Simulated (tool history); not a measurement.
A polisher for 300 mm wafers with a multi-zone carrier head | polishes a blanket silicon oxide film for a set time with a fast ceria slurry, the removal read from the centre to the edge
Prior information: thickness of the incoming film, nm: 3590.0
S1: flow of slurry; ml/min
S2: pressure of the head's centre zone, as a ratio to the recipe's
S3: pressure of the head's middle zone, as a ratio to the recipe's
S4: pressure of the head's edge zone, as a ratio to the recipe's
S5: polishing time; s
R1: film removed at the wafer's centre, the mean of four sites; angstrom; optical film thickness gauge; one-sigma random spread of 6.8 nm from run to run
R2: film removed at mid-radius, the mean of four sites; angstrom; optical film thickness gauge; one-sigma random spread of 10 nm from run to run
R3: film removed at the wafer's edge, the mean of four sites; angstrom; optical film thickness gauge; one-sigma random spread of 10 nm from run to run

run 1 hour=0 | S1=305 S2=1 S3=1 S4=1 S5=40 | R1=6825.4 R2=6881.7 R3=7092.6
run 2 hour=5.2 | S1=305 S2=1 S3=1 S4=1.07 S5=40 | R1=6797.3 R2=6930.5 R3=7180.7
run 3 hour=6.9 | S1=305 S2=1 S3=1 S4=1.07 S5=33 | R1=5647.5 R2=5622.2 R3=5872
run 4 hour=11.3 | S1=310 S2=1.02 S3=1.03 S4=1.07 S5=35 | R1=6049.5 R2=6294 R3=6229.7
run 5 hour=13.2 | S1=310 S2=1.02 S3=1.03 S4=1.14 S5=35 | R1=6095.4 R2=6087.3 R3=6432.8
run 6 hour=15.3 | S1=280 S2=1.02 S3=1.03 S4=1.14 S5=35 | R1=5933.6 R2=6032.5 R3=6441.3
run 7 hour=16.5 | S1=290 S2=1.05 S3=1.05 S4=1.14 S5=36 | R1=6360.8 R2=6317.5 R3=6592.2
run 8 hour=20.1 | S1=300 S2=1.07 S3=1.07 S4=1.14 S5=37 | R1=6681 R2=6483.6 R3=6945.1

Predict the results of run 9:
run 9 hour=26.4 | S1=320 S2=1.08 S3=1.1 S4=1.1 S5=38 | R1=? R2=? R3=?

Logged for run 9: R1 6985.3 angstrom, R2 7111.2 angstrom, R3 7087.1 angstrom.
